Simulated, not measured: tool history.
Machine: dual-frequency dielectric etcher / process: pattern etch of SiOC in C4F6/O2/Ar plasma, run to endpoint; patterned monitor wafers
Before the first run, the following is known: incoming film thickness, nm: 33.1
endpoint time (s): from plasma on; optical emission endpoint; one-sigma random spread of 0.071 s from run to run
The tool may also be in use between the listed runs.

| run | day | bias power (W) | source power (W) | endpoint time (s) |
|---|---|---|---|---|
| 1 | 0 | 645 | 450 | 10.186 |
| 2 | 0.229 | 645 | 410 | 10.601 |
| 3 | 0.412 | 705 | 410 | 10.357 |
| 4 | 0.608 | 777 | 410 | 10.211 |
| 5 | 0.771 | 792 | 430 | 9.7782 |
| 6 | 0.838 | 805 | 440 | 9.6411 |
| 7 | 1.121 | 816 | 450 | 9.6549 |

What will run 8 give?
| 8 | 1.433 | 827 | 460 | ? |

Run 8 yielded endpoint time (s) 9.5114.

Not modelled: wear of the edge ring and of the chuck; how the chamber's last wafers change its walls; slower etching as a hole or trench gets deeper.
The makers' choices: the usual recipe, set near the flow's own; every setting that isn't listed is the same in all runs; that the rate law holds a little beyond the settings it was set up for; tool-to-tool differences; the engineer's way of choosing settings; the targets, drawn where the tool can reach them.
